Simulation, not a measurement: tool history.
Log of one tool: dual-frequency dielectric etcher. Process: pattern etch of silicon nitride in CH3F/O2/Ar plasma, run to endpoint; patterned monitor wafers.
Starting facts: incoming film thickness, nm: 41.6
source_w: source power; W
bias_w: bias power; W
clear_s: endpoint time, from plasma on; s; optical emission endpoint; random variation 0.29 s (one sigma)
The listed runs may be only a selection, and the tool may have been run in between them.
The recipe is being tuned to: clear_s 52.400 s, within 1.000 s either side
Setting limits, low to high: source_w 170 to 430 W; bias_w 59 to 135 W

run 1 hour=0.0 | source_w=300 bias_w=97 | clear_s=62.844
run 2 hour=3.4 | source_w=300 bias_w=80 | clear_s=68.350
run 3 hour=4.6 | source_w=300 bias_w=91 | clear_s=63.368
run 4 hour=7.8 | source_w=310 bias_w=92 | clear_s=63.024
run 5 hour=11.3 | source_w=310 bias_w=76 | clear_s=68.709
run 6 hour=13.9 | source_w=310 bias_w=59 | clear_s=76.011
-- hour=20.2 wet clean of the chamber
run 7 hour=20.2 | source_w=370 bias_w=78 | clear_s=64.765
run 8 hour=25.6 | source_w=430 bias_w=97 | clear_s=56.280

Which one of the following 5 next-run settings gets every result inside its allowed miss? There is exactly one.
run A hour=31.0 | source_w=430 bias_w=99 | clear_s=?
run B hour=31.0 | source_w=430 bias_w=123 | clear_s=?
run C hour=31.0 | source_w=390 bias_w=111 | clear_s=?
run D hour=31.0 | source_w=430 bias_w=111 | clear_s=?
run E hour=31.0 | source_w=430 bias_w=125 | clear_s=?

move=A clear_s=55.318
move=B clear_s=50.557
move=C clear_s=54.821
move=D clear_s=52.765
move=E clear_s=50.217
A: closer than the last run, but not yet in spec
B: takes the result that was furthest off past its target
C: closer than the last run, but not yet in spec
D: every result within its allowed miss
E: takes the result that was furthest off past its target
D meets every target.

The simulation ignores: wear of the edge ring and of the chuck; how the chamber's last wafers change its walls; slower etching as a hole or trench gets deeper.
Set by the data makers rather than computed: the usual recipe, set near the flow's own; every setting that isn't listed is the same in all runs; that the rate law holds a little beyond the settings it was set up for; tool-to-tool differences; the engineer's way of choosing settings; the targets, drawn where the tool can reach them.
